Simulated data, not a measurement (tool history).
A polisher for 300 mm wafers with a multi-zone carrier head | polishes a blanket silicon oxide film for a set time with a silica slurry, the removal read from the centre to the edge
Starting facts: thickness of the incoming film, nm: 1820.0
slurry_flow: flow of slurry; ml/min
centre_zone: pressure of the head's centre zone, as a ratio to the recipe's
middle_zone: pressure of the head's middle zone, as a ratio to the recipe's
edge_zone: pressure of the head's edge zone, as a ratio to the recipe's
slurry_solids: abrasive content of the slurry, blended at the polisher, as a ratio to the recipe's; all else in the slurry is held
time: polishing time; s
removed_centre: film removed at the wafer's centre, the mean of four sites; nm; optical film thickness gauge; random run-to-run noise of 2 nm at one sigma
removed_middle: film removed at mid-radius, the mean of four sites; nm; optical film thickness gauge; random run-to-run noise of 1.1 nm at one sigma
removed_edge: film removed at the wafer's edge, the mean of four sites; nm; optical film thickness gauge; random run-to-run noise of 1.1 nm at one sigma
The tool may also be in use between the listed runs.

Run 1, hour 0: slurry_flow 175 ml/min, centre_zone 1, middle_zone 1, edge_zone 1, slurry_solids 1, time 38 s. Result: removed_centre 105.87 nm, removed_middle 108.8 nm, removed_edge 110.22 nm.
Run 2, hour 8.6: slurry_flow 195 ml/min, centre_zone 1, middle_zone 1, edge_zone 1, slurry_solids 1, time 38 s. Result: removed_centre 111.51 nm, removed_middle 111.88 nm, removed_edge 112.46 nm.
Run 3, hour 16.9: slurry_flow 205 ml/min, centre_zone 1.02, middle_zone 1.01, edge_zone 1.03, slurry_solids 1.1, time 38 s. Result: removed_centre 118.26 nm, removed_middle 118.98 nm, removed_edge 118.93 nm.
Run 4, hour 20.4: slurry_flow 205 ml/min, centre_zone 1.02, middle_zone 1.01, edge_zone 1.08, slurry_solids 1.1, time 38 s. Result: removed_centre 118.95 nm, removed_middle 118.96 nm, removed_edge 118.9 nm.
Run 5, hour 22.5: slurry_flow 205 ml/min, centre_zone 1.02, middle_zone 1.01, edge_zone 1.08, slurry_solids 0.9, time 38 s. Result: removed_centre 107.14 nm, removed_middle 108.26 nm, removed_edge 109.8 nm.
Run 6, hour 27.8: slurry_flow 210 ml/min, centre_zone 1.04, middle_zone 1.01, edge_zone 1.09, slurry_solids 1, time 39 s. Result: removed_centre 119.73 nm, removed_middle 116.61 nm, removed_edge 118.23 nm.
Run 7, hour 36.3: slurry_flow 225 ml/min, centre_zone 1.11, middle_zone 1.04, edge_zone 1.18, slurry_solids 1.25, time 43 s. Result: removed_centre 155.81 nm, removed_middle 145.22 nm, removed_edge 149.25 nm.

Run 8 comes next. What will it give?
Run 8, hour 44.7: slurry_flow 230 ml/min, centre_zone 1.12, middle_zone 1.04, edge_zone 1.18, slurry_solids 1.3, time 43 s. Result: removed_centre ?, removed_middle ?, removed_edge ?.

removed_centre: 158.78 nm
removed_middle: 148.25 nm
removed_edge: 153.72 nm
